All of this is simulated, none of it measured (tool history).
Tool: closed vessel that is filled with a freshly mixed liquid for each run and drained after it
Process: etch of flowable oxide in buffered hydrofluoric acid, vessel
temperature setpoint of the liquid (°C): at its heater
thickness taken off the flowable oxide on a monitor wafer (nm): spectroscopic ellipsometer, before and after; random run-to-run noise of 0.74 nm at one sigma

run  hour  temperature setpoint of the liquid (°C)  parts of 40 % ammonium fluoride to one part of 49 % hydrofluoric acid (parts by volume)  time in the liquid (s)  thickness taken off the flowable oxide on a monitor wafer (nm)
  1   0.0                                     24.0                                                                                        8                      85                                                          222.91
  2   6.3                                     22.5                                                                                        8                      85                                                          206.63
  3  14.7                                     21.5                                                                                        8                      85                                                          195.84
  4  18.7                                     21.5                                                                                        8                      85                                                          193.65
  5  25.1                                     21.0                                                                                        8                      85                                                          187.21
  6  26.9                                     20.5                                                                                        8                      85                                                          182.57

Run 7 comes next. What will it give?
  7  35.3                                     20.0                                                                                        8                      85                                                               ?

thickness taken off the flowable oxide on a monitor wafer (nm): 178.75

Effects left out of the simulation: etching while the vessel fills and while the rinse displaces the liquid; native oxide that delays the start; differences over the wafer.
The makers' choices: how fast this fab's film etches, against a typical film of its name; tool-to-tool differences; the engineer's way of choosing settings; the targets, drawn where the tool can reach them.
